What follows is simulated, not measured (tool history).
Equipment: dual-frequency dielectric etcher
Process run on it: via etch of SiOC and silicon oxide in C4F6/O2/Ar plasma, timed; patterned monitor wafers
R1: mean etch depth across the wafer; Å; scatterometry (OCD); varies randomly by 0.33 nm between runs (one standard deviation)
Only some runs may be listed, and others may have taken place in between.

{"run": 1, "hour": 0.0, "source power (kW)": 0.43, "bias power (kW)": 0.169, "etch time (s)": 86, "R1": 996.45}
{"run": 2, "hour": 7.7, "source power (kW)": 0.43, "bias power (kW)": 0.169, "etch time (s)": 89.5, "R1": 1040.9}
{"run": 3, "hour": 9.7, "source power (kW)": 0.43, "bias power (kW)": 0.183, "etch time (s)": 89.5, "R1": 1064.6}
{"run": 4, "hour": 13.5, "source power (kW)": 0.49, "bias power (kW)": 0.183, "etch time (s)": 89.5, "R1": 1108.6}
{"run": 5, "hour": 16.6, "source power (kW)": 0.45, "bias power (kW)": 0.177, "etch time (s)": 89.5, "R1": 1070.5}
{"run": 6, "hour": 21.0, "source power (kW)": 0.42, "bias power (kW)": 0.173, "etch time (s)": 89.5, "R1": 1038.8}
{"run": 7, "hour": 23.5, "source power (kW)": 0.39, "bias power (kW)": 0.171, "etch time (s)": 89.5, "R1": 1012.6}

Forecast run 8:
{"run": 8, "hour": 28.8, "source power (kW)": 0.37, "bias power (kW)": 0.169, "etch time (s)": 89.5, "R1": "?"}

{"run 8": {"R1": 996.71}}
